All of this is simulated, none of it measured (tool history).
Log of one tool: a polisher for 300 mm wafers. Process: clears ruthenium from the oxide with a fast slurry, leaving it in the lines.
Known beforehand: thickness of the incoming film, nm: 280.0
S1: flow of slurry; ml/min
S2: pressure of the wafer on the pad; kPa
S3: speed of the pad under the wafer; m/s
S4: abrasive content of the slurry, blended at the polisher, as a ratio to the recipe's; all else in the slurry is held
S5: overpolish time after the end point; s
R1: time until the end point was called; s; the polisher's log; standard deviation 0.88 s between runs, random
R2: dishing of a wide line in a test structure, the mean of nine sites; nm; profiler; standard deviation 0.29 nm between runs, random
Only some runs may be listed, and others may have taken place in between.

{"run": 1, "hour": 0.0, "S1": 210, "S2": 13.1, "S3": 1.14, "S4": 1.0, "S5": 10, "R1": 99.881, "R2": 22.207}
{"run": 2, "hour": 4.5, "S1": 215, "S2": 13.8, "S3": 1.14, "S4": 1.0, "S5": 10, "R1": 94.511, "R2": 22.803}
{"run": 3, "hour": 12.0, "S1": 215, "S2": 13.8, "S3": 1.14, "S4": 1.0, "S5": 14, "R1": 91.575, "R2": 29.17}
{"run": 4, "hour": 16.8, "S1": 215, "S2": 16.5, "S3": 1.14, "S4": 1.0, "S5": 14, "R1": 78.582, "R2": 32.804}
{"run": 5, "hour": 17.6, "S1": 215, "S2": 13.1, "S3": 1.14, "S4": 1.0, "S5": 14, "R1": 99.732, "R2": 28.425}
{"run": 6, "hour": 18.7, "S1": 215, "S2": 13.1, "S3": 0.96, "S4": 1.0, "S5": 14, "R1": 116.12, "R2": 25.401}
{"run": 7, "hour": 22.5, "S1": 220, "S2": 14.5, "S3": 0.96, "S4": 1.0, "S5": 13, "R1": 104.87, "R2": 25.399}
{"run": 8, "hour": 28.2, "S1": 225, "S2": 15.9, "S3": 0.96, "S4": 1.0, "S5": 12, "R1": 95.021, "R2": 26.021}
{"run": 9, "hour": 30.3, "S1": 235, "S2": 16.5, "S3": 0.96, "S4": 1.0, "S5": 12, "R1": 90.477, "R2": 27.226}

Run 10, settings as shown, results not yet in. Your forecast:
{"run": 10, "hour": 36.2, "S1": 245, "S2": 17.2, "S3": 0.96, "S4": 1.0, "S5": 11, "R1": "?", "R2": "?"}

Run 10 gave R1 87.936 s, R2 25.781 nm.
